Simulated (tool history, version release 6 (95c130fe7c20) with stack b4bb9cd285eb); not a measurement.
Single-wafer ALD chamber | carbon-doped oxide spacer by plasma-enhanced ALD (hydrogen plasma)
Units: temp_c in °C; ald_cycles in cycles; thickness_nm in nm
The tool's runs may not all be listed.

{"run": 1, "hour": 0.0, "temp_c": 415, "ald_cycles": 381, "thickness_nm": 18.904}
{"run": 2, "hour": 2.4, "temp_c": 413, "ald_cycles": 394, "thickness_nm": 19.455}
{"run": 3, "hour": 8.4, "temp_c": 412, "ald_cycles": 408, "thickness_nm": 20.47}
{"run": 4, "hour": 15.4, "temp_c": 412, "ald_cycles": 361, "thickness_nm": 18.018}
{"run": 5, "hour": 19.0, "temp_c": 410, "ald_cycles": 378, "thickness_nm": 18.975}
{"run": 6, "hour": 26.5, "temp_c": 408, "ald_cycles": 391, "thickness_nm": 19.804}
{"run": 7, "hour": 31.2, "temp_c": 406, "ald_cycles": 401, "thickness_nm": 20.395}
{"run": 8, "hour": 38.3, "temp_c": 405, "ald_cycles": 410, "thickness_nm": 20.796}

For run 9, what comes out?
{"run": 9, "hour": 41.1, "temp_c": 404, "ald_cycles": 419, "thickness_nm": "?"}

{"run 9": {"thickness_nm": 21.228}}
